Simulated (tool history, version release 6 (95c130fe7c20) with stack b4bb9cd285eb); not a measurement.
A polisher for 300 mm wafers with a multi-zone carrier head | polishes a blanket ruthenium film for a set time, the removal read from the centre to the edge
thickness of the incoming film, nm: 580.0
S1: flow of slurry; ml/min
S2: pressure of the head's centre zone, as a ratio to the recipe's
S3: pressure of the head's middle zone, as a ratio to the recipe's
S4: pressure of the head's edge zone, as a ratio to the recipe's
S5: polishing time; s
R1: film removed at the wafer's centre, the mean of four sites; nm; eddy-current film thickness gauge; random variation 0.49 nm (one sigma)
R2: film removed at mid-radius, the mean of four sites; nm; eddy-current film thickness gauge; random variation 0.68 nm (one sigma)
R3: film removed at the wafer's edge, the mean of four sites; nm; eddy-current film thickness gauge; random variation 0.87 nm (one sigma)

{"run": 1, "hour": 0.0, "S1": 315, "S2": 1, "S3": 1, "S4": 1, "S5": 60, "R1": 51.914, "R2": 53.431, "R3": 54.061}
{"run": 2, "hour": 4.8, "S1": 275, "S2": 1, "S3": 1, "S4": 1, "S5": 60, "R1": 50.733, "R2": 52.47, "R3": 52.593}
{"run": 3, "hour": 5.5, "S1": 275, "S2": 1, "S3": 0.95, "S4": 1, "S5": 60, "R1": 50.952, "R2": 50.163, "R3": 53.11}
{"run": 4, "hour": 13.7, "S1": 350, "S2": 1, "S3": 0.95, "S4": 1, "S5": 60, "R1": 53.312, "R2": 51.922, "R3": 54.468}
{"run": 5, "hour": 21.8, "S1": 370, "S2": 1.01, "S3": 1.02, "S4": 1.01, "S5": 64, "R1": 56.825, "R2": 58.443, "R3": 56.515}
{"run": 6, "hour": 27.6, "S1": 370, "S2": 1.01, "S3": 1.02, "S4": 1.09, "S5": 64, "R1": 56.31, "R2": 59.343, "R3": 58.878}

The next listed run, before its measurement:
{"run": 7, "hour": 35.3, "S1": 370, "S2": 1.02, "S3": 1.06, "S4": 1.1, "S5": 68, "R1": "?", "R2": "?", "R3": "?"}

R1: 61.322 nm
R2: 64.29 nm
R3: 63.881 nm
